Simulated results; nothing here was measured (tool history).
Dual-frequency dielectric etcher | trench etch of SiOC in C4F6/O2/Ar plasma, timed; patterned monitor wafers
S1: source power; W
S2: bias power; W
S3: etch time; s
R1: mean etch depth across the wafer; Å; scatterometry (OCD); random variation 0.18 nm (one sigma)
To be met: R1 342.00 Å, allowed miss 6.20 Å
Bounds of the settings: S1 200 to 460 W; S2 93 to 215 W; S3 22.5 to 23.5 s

run  hour   S1   S2    S3      R1
  1   0.0  330  154  22.5  419.30
  2   2.1  310  149  22.5  407.90
  3   5.0  310  136  22.5  398.26
  4   8.0  290  132  22.5  384.80
  5   9.7  280  130  22.5  382.34
  6  15.8  280  130  23.5  398.23
  7  23.9  270  125  23.5  391.17
  8  26.9  260  121  23.5  381.72
  9  30.4  250  118  23.5  373.77
 10  32.7  240  116  23.5  365.86
 11  37.9  230  115  23.5  364.13
 12  42.3  200   96  23.5  334.51

Which of these 4 next moves meets every target?
  A  46.7  220  93  22.5   ?
  B  46.7  200  96  23.0   ?
  C  46.7  200  93  23.5   ?
  D  46.7  220  93  23.5   ?

move      R1
   A  328.25
   B  328.29
   C  332.99
   D  342.84
A: further off than the last run
B: further off than the last run
C: further off than the last run
D: meets every target
Answer: D
